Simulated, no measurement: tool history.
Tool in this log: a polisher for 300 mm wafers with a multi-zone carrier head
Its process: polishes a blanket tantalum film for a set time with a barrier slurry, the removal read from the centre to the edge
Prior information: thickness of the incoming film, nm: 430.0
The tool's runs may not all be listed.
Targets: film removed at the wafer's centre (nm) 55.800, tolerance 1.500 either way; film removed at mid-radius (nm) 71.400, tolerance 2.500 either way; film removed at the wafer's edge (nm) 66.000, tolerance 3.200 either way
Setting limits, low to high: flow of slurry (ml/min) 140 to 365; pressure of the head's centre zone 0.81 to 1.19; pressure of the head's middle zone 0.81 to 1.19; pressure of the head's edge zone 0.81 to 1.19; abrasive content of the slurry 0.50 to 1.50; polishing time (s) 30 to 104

| run | hour | flow of slurry (ml/min) | pressure of the head's centre zone | pressure of the head's middle zone | pressure of the head's edge zone | abrasive content of the slurry | polishing time (s) | film removed at the wafer's centre (nm) | film removed at mid-radius (nm) | film removed at the wafer's edge (nm) |
|---|---|---|---|---|---|---|---|---|---|---|
| 1 | 0.0 | 235 | 1.00 | 1.00 | 1.00 | 1.00 | 67 | 104.720 | 106.530 | 106.200 |
| 2 | 5.4 | 225 | 0.95 | 1.01 | 0.97 | 0.85 | 63 | 89.659 | 97.663 | 97.234 |
| 3 | 11.6 | 225 | 0.95 | 1.01 | 0.97 | 1.00 | 63 | 93.040 | 100.930 | 98.532 |
| 4 | 13.9 | 220 | 0.92 | 1.02 | 0.94 | 0.90 | 58 | 80.624 | 90.324 | 87.252 |
| 5 | 17.3 | 220 | 0.92 | 1.07 | 0.94 | 0.90 | 58 | 81.794 | 95.136 | 86.801 |
| 6 | 23.3 | 170 | 0.92 | 1.07 | 0.94 | 0.90 | 58 | 77.555 | 90.851 | 84.980 |
| 7 | 26.8 | 170 | 0.90 | 1.07 | 0.92 | 0.80 | 56 | 70.196 | 84.872 | 78.460 |
| 8 | 33.4 | 170 | 0.88 | 1.06 | 0.90 | 0.70 | 56 | 66.244 | 81.168 | 73.552 |
| 9 | 37.1 | 165 | 0.86 | 1.05 | 0.89 | 0.65 | 56 | 63.273 | 78.584 | 73.364 |
| 10 | 42.3 | 165 | 0.85 | 1.05 | 0.87 | 0.60 | 56 | 61.076 | 75.811 | 68.890 |
| 11 | 46.3 | 160 | 0.84 | 1.05 | 0.87 | 0.60 | 56 | 60.135 | 77.363 | 68.272 |
| 12 | 51.2 | 155 | 0.83 | 1.04 | 0.87 | 0.60 | 56 | 59.320 | 74.949 | 69.131 |

4 candidate next runs follow, results not yet known. Just one meets every target within its allowed miss. Identify it.
| A | 56.1 | 150 | 0.86 | 1.08 | 0.84 | 0.50 | 62 | ? | ? | ? |
| B | 56.1 | 140 | 0.82 | 1.01 | 0.94 | 0.75 | 53 | ? | ? | ? |
| C | 56.1 | 140 | 0.83 | 1.03 | 0.87 | 0.60 | 54 | ? | ? | ? |
| D | 56.1 | 155 | 0.81 | 0.96 | 1.07 | 0.70 | 52 | ? | ? | ? |

| move | film removed at the wafer's centre (nm) | film removed at mid-radius (nm) | film removed at the wafer's edge (nm) |
|---|---|---|---|
| A | 63.271 | 79.484 | 70.255 |
| B | 57.597 | 71.920 | 71.101 |
| C | 55.561 | 69.662 | 65.359 |
| D | 55.822 | 67.506 | 73.803 |
A: its largest miss is bigger than the last run's
B: closer than the last run, but not yet in spec
C: all results land within tolerance of their targets
D: puts the biggest miss on target and leaves a different result outside tolerance
The move that meets every target is C.

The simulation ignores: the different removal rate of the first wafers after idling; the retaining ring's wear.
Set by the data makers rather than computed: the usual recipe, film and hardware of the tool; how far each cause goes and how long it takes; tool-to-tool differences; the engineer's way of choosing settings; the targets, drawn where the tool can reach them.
